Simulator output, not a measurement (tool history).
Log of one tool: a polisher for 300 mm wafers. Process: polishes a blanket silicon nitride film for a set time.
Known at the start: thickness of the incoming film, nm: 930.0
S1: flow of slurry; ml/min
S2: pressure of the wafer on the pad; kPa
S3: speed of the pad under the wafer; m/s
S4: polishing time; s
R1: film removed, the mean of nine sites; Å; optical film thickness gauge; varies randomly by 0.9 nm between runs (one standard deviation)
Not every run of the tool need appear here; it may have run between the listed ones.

run  hour   S1    S2    S3  S4      R1
  1     0  290  20.7  1.08  89  1615.2
  2   1.2  290  23.4  1.08  89  1830.6
  3   6.1  290    20  1.08  89    1546
  4  13.2  290    20  0.94  89  1374.8
  5  14.4  220    20  0.94  89  1369.6
  6  17.9  285    20  0.94  89  1386.9
  7  22.3  285  18.6  0.94  89  1282.7
  8  29.9  285  17.2  0.94  89  1206.7
  9  35.9  280  13.8  0.94  89  972.51

Run 10, settings as shown, results not yet in. Your forecast:
 10  43.3  280  14.5  0.94  89   ?

R1: 1000.8 Å
